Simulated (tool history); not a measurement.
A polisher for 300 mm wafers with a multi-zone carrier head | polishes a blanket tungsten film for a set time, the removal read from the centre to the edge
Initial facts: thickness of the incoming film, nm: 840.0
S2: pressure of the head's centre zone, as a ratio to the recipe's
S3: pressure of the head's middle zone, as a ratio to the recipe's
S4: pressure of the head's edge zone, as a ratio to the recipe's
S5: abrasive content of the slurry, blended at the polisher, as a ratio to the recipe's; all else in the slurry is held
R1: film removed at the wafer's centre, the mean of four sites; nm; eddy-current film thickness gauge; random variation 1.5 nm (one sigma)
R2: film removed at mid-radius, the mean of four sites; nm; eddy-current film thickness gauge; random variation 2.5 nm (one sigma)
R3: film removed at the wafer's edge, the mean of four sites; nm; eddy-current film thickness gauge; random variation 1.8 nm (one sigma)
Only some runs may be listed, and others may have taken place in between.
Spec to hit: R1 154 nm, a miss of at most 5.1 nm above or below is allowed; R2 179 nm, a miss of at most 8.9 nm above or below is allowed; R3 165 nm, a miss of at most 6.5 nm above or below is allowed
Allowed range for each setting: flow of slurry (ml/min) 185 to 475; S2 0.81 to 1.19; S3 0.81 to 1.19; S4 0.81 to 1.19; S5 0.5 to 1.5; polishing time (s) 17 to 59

{"run": 1, "hour": 0.0, "flow of slurry (ml/min)": 305, "S2": 1, "S3": 1, "S4": 1, "S5": 1, "polishing time (s)": 38, "R1": 123.64, "R2": 124.43, "R3": 125.19}
{"run": 2, "hour": 7.2, "flow of slurry (ml/min)": 305, "S2": 0.95, "S3": 1, "S4": 1, "S5": 1, "polishing time (s)": 38, "R1": 119.36, "R2": 124.66, "R3": 127.15}
{"run": 3, "hour": 10.7, "flow of slurry (ml/min)": 310, "S2": 0.96, "S3": 1.04, "S4": 1.02, "S5": 1.15, "polishing time (s)": 39, "R1": 129.23, "R2": 139.91, "R3": 136.4}
{"run": 4, "hour": 18.3, "flow of slurry (ml/min)": 310, "S2": 0.96, "S3": 1.04, "S4": 1.02, "S5": 0.95, "polishing time (s)": 39, "R1": 119.91, "R2": 126.02, "R3": 128.89}
{"run": 5, "hour": 24.4, "flow of slurry (ml/min)": 310, "S2": 0.96, "S3": 1.12, "S4": 1.02, "S5": 0.95, "polishing time (s)": 39, "R1": 119.8, "R2": 136.77, "R3": 126.54}
{"run": 6, "hour": 25.3, "flow of slurry (ml/min)": 310, "S2": 0.96, "S3": 1.12, "S4": 1.05, "S5": 1.1, "polishing time (s)": 40, "R1": 132.02, "R2": 148.52, "R3": 138.34}
{"run": 7, "hour": 30.0, "flow of slurry (ml/min)": 310, "S2": 0.95, "S3": 1.13, "S4": 1.07, "S5": 1.2, "polishing time (s)": 40, "R1": 133.68, "R2": 153.32, "R3": 147.98}
{"run": 8, "hour": 31.0, "flow of slurry (ml/min)": 315, "S2": 0.96, "S3": 1.15, "S4": 1.07, "S5": 1.3, "polishing time (s)": 40, "R1": 139.2, "R2": 165.27, "R3": 148.18}
{"run": 9, "hour": 33.9, "flow of slurry (ml/min)": 315, "S2": 0.97, "S3": 1.16, "S4": 1.1, "S5": 1.35, "polishing time (s)": 40, "R1": 142.27, "R2": 168.89, "R3": 149.5}
{"run": 10, "hour": 37.4, "flow of slurry (ml/min)": 315, "S2": 0.97, "S3": 1.15, "S4": 1.11, "S5": 1.4, "polishing time (s)": 40, "R1": 142.03, "R2": 169.3, "R3": 155.14}
{"run": 11, "hour": 42.9, "flow of slurry (ml/min)": 320, "S2": 0.98, "S3": 1.15, "S4": 1.12, "S5": 1.45, "polishing time (s)": 40, "R1": 148.61, "R2": 166.09, "R3": 159.89}
{"run": 12, "hour": 49.5, "flow of slurry (ml/min)": 325, "S2": 0.98, "S3": 1.16, "S4": 1.12, "S5": 1.45, "polishing time (s)": 40, "R1": 145.46, "R2": 167.98, "R3": 159.05}
{"run": 13, "hour": 56.6, "flow of slurry (ml/min)": 325, "S2": 0.98, "S3": 1.17, "S4": 1.12, "S5": 1.45, "polishing time (s)": 40, "R1": 146.68, "R2": 170.72, "R3": 158.54}

5 next moves are on the table. One of them brings every result within its allowed miss. Which?
{"run": "A", "hour": 63.7, "flow of slurry (ml/min)": 270, "S2": 1.01, "S3": 1.19, "S4": 1.03, "S5": 1.5, "polishing time (s)": 41, "R1": "?", "R2": "?", "R3": "?"}
{"run": "B", "hour": 63.7, "flow of slurry (ml/min)": 315, "S2": 1.11, "S3": 1.19, "S4": 0.95, "S5": 1.35, "polishing time (s)": 42, "R1": "?", "R2": "?", "R3": "?"}
{"run": "C", "hour": 63.7, "flow of slurry (ml/min)": 265, "S2": 1.11, "S3": 1.19, "S4": 1.03, "S5": 1.35, "polishing time (s)": 42, "R1": "?", "R2": "?", "R3": "?"}
{"run": "D", "hour": 63.7, "flow of slurry (ml/min)": 345, "S2": 0.95, "S3": 1.09, "S4": 1.19, "S5": 1.5, "polishing time (s)": 38, "R1": "?", "R2": "?", "R3": "?"}
{"run": "E", "hour": 63.7, "flow of slurry (ml/min)": 265, "S2": 0.98, "S3": 1.16, "S4": 1.08, "S5": 1.35, "polishing time (s)": 44, "R1": "?", "R2": "?", "R3": "?"}

move=A R1=152.23 R2=178.72 R3=156
move=B R1=167.61 R2=178.65 R3=149.7
move=C R1=165.53 R2=176.64 R3=154.31
move=D R1=134.87 R2=156.02 R3=157.65
move=E R1=152.93 R2=181.12 R3=165.57
A: meets the target for the result that was furthest off, but another lies outside its allowed miss
B: moves the result that the last run missed by most past its target, out the other side
C: moves the result that the last run missed by most past its target, out the other side
D: lands further from the targets than the last run did
E: each result inside its tolerance
E meets every target.
